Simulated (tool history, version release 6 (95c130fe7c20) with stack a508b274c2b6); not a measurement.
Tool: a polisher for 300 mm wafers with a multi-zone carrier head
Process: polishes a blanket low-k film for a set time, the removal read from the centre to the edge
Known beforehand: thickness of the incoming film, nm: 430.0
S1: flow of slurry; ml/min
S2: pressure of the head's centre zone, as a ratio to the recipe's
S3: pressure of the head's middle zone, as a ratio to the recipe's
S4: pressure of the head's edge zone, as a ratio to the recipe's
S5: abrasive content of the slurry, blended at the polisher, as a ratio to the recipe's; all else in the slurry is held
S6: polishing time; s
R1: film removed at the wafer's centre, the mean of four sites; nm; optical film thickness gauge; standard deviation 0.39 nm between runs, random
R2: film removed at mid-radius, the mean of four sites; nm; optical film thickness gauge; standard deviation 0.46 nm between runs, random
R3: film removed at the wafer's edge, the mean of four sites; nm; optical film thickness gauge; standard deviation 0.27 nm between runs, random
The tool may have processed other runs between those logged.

{"run": 1, "day": 0.0, "S1": 245, "S2": 1.0, "S3": 1.0, "S4": 1.0, "S5": 1.0, "S6": 76, "R1": 20.368, "R2": 19.605, "R3": 19.728}
{"run": 2, "day": 0.071, "S1": 245, "S2": 1.0, "S3": 1.0, "S4": 1.0, "S5": 0.85, "S6": 76, "R1": 17.504, "R2": 17.709, "R3": 17.209}
{"run": 3, "day": 0.275, "S1": 245, "S2": 0.97, "S3": 1.04, "S4": 1.02, "S5": 0.95, "S6": 77, "R1": 19.098, "R2": 20.656, "R3": 19.256}
{"run": 4, "day": 0.421, "S1": 245, "S2": 0.95, "S3": 1.05, "S4": 1.05, "S5": 1.05, "S6": 77, "R1": 19.677, "R2": 21.322, "R3": 20.972}
{"run": 5, "day": 0.65, "S1": 265, "S2": 0.95, "S3": 1.05, "S4": 1.05, "S5": 1.05, "S6": 77, "R1": 19.841, "R2": 21.146, "R3": 21.115}
{"run": 6, "day": 0.958, "S1": 260, "S2": 0.94, "S3": 1.07, "S4": 1.06, "S5": 1.15, "S6": 78, "R1": 21.45, "R2": 23.454, "R3": 22.685}

Run 7 has not been measured yet. What should we expect?
{"run": 7, "day": 1.158, "S1": 260, "S2": 0.93, "S3": 1.09, "S4": 1.08, "S5": 1.2, "S6": 79, "R1": "?", "R2": "?", "R3": "?"}

{"run 7": {"R1": 21.57, "R2": 24.448, "R3": 23.889}}
